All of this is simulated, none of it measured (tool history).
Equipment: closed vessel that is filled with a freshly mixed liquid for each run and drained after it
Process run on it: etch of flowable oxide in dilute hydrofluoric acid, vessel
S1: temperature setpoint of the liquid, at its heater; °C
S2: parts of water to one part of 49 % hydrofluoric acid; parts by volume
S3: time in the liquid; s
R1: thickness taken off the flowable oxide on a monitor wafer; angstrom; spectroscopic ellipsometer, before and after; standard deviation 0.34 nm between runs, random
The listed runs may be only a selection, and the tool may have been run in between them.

run	day	S1	S2	S3	R1
1	0	22	120	100	413.43
2	0.275	25	120	100	465.07
3	0.65	25	160	100	333.74
4	0.842	25	160	105	349.51
5	0.933	27.5	160	105	383.45
6	0.983	25	160	105	349.73
7	1.021	25.5	150	105	383.38
8	1.375	26	140	105	426.23

What does the tool deliver on the next run?
9	1.733	26.5	130	105	?

R1: 472.82 angstrom
